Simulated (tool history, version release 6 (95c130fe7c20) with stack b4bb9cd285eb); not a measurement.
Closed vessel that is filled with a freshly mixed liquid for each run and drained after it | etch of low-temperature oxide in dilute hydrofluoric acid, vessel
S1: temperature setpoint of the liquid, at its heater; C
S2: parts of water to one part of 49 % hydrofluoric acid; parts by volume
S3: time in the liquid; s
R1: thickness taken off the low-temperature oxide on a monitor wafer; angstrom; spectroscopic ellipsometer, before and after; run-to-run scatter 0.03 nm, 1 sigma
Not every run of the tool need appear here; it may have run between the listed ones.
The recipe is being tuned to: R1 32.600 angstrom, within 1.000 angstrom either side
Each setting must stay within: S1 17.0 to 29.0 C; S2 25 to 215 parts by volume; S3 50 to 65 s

Run 1, hour 0.0: S1 21.0 C, S2 120 parts by volume, S3 65 s. Result: R1 42.083 angstrom.
Run 2, hour 7.7: S1 19.5 C, S2 120 parts by volume, S3 65 s. Result: R1 39.670 angstrom.
Run 3, hour 12.2: S1 19.5 C, S2 155 parts by volume, S3 65 s. Result: R1 29.597 angstrom.
Run 4, hour 15.6: S1 19.5 C, S2 155 parts by volume, S3 50 s. Result: R1 23.218 angstrom.
Run 5, hour 17.2: S1 20.5 C, S2 155 parts by volume, S3 50 s. Result: R1 23.549 angstrom.
Run 6, hour 20.6: S1 20.5 C, S2 150 parts by volume, S3 50 s. Result: R1 24.574 angstrom.
Run 7, hour 28.8: S1 20.5 C, S2 145 parts by volume, S3 50 s. Result: R1 25.646 angstrom.
Run 8, hour 34.1: S1 20.5 C, S2 130 parts by volume, S3 50 s. Result: R1 28.782 angstrom.

Next run, 4 choices. One meets every target within its allowed miss, the rest don't. Which?
Run A, hour 39.4: S1 21.5 C, S2 140 parts by volume, S3 50 s. Result: R1 ?.
Run B, hour 39.4: S1 20.0 C, S2 115 parts by volume, S3 50 s. Result: R1 ?.
Run C, hour 39.4: S1 22.0 C, S2 165 parts by volume, S3 50 s. Result: R1 ?.
Run D, hour 39.4: S1 19.5 C, S2 185 parts by volume, S3 65 s. Result: R1 ?.

move      R1
   A  27.405
   B  32.286
   C  23.079
   D  23.786
A: further off than the last run
B: all results land within tolerance of their targets
C: further off than the last run
D: further off than the last run
So the answer is move B, the one that meets all the targets.
